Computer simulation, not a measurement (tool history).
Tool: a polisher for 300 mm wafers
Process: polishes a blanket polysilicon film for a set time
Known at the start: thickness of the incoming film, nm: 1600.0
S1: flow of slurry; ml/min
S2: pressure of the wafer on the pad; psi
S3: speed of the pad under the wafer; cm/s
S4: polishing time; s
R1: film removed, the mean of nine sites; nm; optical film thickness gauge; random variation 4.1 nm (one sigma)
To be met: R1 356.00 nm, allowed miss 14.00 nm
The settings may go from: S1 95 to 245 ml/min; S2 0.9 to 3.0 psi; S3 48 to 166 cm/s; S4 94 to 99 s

Run 1, hour 0.0: S1 155 ml/min, S2 1.9 psi, S3 106 cm/s, S4 94 s. Result: R1 656.38 nm.
Run 2, hour 8.5: S1 150 ml/min, S2 1.6 psi, S3 104 cm/s, S4 94 s. Result: R1 542.37 nm.
Run 3, hour 9.2: S1 150 ml/min, S2 1.6 psi, S3 114 cm/s, S4 94 s. Result: R1 592.23 nm.
Run 4, hour 14.5: S1 145 ml/min, S2 1.4 psi, S3 110 cm/s, S4 94 s. Result: R1 499.78 nm.
Run 5, hour 20.1: S1 140 ml/min, S2 1.3 psi, S3 110 cm/s, S4 94 s. Result: R1 475.35 nm.
Run 6, hour 21.2: S1 140 ml/min, S2 1.2 psi, S3 108 cm/s, S4 94 s. Result: R1 431.02 nm.
Run 7, hour 27.8: S1 135 ml/min, S2 1.1 psi, S3 108 cm/s, S4 94 s. Result: R1 396.89 nm.
Run 8, hour 35.4: S1 130 ml/min, S2 1.1 psi, S3 108 cm/s, S4 94 s. Result: R1 400.29 nm.
Run 9, hour 41.7: S1 125 ml/min, S2 1.1 psi, S3 108 cm/s, S4 94 s. Result: R1 396.90 nm.
Run 10, hour 44.0: S1 120 ml/min, S2 0.9 psi, S3 108 cm/s, S4 94 s. Result: R1 329.11 nm.
Run 11, hour 51.6: S1 125 ml/min, S2 0.9 psi, S3 108 cm/s, S4 94 s. Result: R1 324.43 nm.
Run 12, hour 56.9: S1 130 ml/min, S2 0.9 psi, S3 108 cm/s, S4 94 s. Result: R1 334.81 nm.

4 next moves are on the table. One of them brings every result within its allowed miss. Which?
Run A, hour 62.2: S1 95 ml/min, S2 1.2 psi, S3 92 cm/s, S4 95 s. Result: R1 ?.
Run B, hour 62.2: S1 125 ml/min, S2 1.1 psi, S3 106 cm/s, S4 96 s. Result: R1 ?.
Run C, hour 62.2: S1 110 ml/min, S2 0.9 psi, S3 106 cm/s, S4 94 s. Result: R1 ?.
Run D, hour 62.2: S1 95 ml/min, S2 1.1 psi, S3 92 cm/s, S4 94 s. Result: R1 ?.

move      R1
   A  356.79
   B  393.95
   C  317.80
   D  326.23
A: meets every target
B: takes the result that was furthest off past its target
C: further off than the last run
D: further off than the last run
Answer: A
